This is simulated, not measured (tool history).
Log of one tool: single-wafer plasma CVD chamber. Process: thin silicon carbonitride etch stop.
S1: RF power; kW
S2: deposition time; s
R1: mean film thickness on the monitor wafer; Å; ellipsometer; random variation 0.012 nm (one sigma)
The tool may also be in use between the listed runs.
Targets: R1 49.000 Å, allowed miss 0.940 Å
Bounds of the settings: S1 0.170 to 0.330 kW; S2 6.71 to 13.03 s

run	day	S1	S2	R1
1	0.000	0.250	9.87	56.107
2	0.333	0.230	9.87	54.813
3	0.533	0.230	9.19	51.164
4	0.846	0.230	10.49	58.577
5	0.925	0.220	10.17	56.092
6	1.000	0.220	11.54	63.583
7	1.179	0.210	10.98	60.002
8	1.508	0.205	10.54	57.292
# day 1.671: thermocouple changed; heater temperature recalibrated
9	1.671	0.200	10.19	55.353
10	1.800	0.195	9.90	53.099

Which of these 4 next moves meets every target?
A	1.929	0.200	9.01	?
B	1.929	0.185	8.75	?
C	1.929	0.185	11.01	?
D	1.929	0.200	10.20	?

move	R1
A	48.726
B	46.526
C	58.543
D	55.162
A: meets every target
B: takes the result that was furthest off past its target
C: further off than the last run
D: further off than the last run
Answer: A
